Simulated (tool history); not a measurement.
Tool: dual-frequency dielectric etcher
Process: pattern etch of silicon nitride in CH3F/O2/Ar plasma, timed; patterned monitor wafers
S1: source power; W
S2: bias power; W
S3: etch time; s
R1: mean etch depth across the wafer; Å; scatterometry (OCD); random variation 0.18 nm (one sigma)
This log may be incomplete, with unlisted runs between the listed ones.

{"run": 1, "hour": 0.0, "S1": 440, "S2": 62, "S3": 44.0, "R1": 319.93}
{"run": 2, "hour": 4.3, "S1": 490, "S2": 62, "S3": 44.0, "R1": 336.95}
{"run": 3, "hour": 11.1, "S1": 470, "S2": 60, "S3": 44.0, "R1": 326.0}
{"run": 4, "hour": 14.0, "S1": 470, "S2": 53, "S3": 44.0, "R1": 308.1}
{"run": 5, "hour": 14.7, "S1": 450, "S2": 52, "S3": 44.0, "R1": 301.31}
{"run": 6, "hour": 16.1, "S1": 440, "S2": 51, "S3": 44.0, "R1": 293.08}
{"run": 7, "hour": 19.2, "S1": 430, "S2": 51, "S3": 44.0, "R1": 292.05}

Expected results for the next run?
{"run": 8, "hour": 20.6, "S1": 420, "S2": 51, "S3": 44.0, "R1": "?"}

{"run 8": {"R1": 288.88}}

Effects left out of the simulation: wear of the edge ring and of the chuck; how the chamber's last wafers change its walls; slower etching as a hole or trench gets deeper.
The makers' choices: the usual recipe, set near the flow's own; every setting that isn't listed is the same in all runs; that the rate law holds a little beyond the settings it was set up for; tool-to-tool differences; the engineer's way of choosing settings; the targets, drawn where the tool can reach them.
